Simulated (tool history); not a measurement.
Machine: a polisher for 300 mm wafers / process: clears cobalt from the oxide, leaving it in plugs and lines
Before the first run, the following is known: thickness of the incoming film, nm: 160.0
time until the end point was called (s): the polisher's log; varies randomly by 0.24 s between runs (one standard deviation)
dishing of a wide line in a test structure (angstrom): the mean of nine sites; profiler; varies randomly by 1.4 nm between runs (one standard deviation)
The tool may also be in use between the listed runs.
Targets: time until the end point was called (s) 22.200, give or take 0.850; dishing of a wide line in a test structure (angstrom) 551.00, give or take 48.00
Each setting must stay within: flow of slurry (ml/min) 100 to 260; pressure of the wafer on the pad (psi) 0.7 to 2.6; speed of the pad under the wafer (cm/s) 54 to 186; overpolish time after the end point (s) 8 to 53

run    day  flow of slurry (ml/min)  pressure of the wafer on the pad (psi)  speed of the pad under the wafer (cm/s)  overpolish time after the end point (s)  time until the end point was called (s)  dishing of a wide line in a test structure (angstrom)
  1  0.000                      165                                     1.6                                      118                                       27                                   41.909                                                 465.50
  2  0.079                      165                                     1.6                                      118                                       33                                   41.978                                                 544.20
  3  0.179                      165                                     2.0                                      118                                       33                                   34.054                                                 535.43
  4  0.283                      140                                     2.0                                      118                                       33                                   34.521                                                 535.72
  5  0.467                      140                                     2.4                                      118                                       33                                   28.975                                                 555.76
  6  0.762                      140                                     2.4                                      120                                       32                                   28.581                                                 543.72
  7  1.012                      140                                     2.4                                      122                                       32                                   28.375                                                 555.80
  8  1.062                      165                                     2.6                                      136                                       24                                   23.117                                                 555.45

Exercise: of the 5 proposed moves below, exactly one satisfies all targets within the stated allowed misses. Which move is it?
  A  1.112                      180                                     2.5                                      126                                       44                                        ?                                                      ?
  B  1.112                      220                                     2.6                                      134                                       25                                        ?                                                      ?
  C  1.112                      260                                     2.2                                      146                                       43                                        ?                                                      ?
  D  1.112                      170                                     2.6                                      130                                       25                                        ?                                                      ?
  E  1.112                      135                                     2.3                                      154                                       41                                        ?                                                      ?

move  time until the end point was called (s)  dishing of a wide line in a test structure (angstrom)
   A                                   25.105                                                 535.62
   B                                   22.287                                                 520.35
   C                                   23.937                                                 535.97
   D                                   23.791                                                 516.25
   E                                   24.409                                                 534.58
A: lands further from the targets than the last run did
B: hits every target within its allowed miss
C: lands further from the targets than the last run did
D: lands further from the targets than the last run did
E: lands further from the targets than the last run did
Answer: B
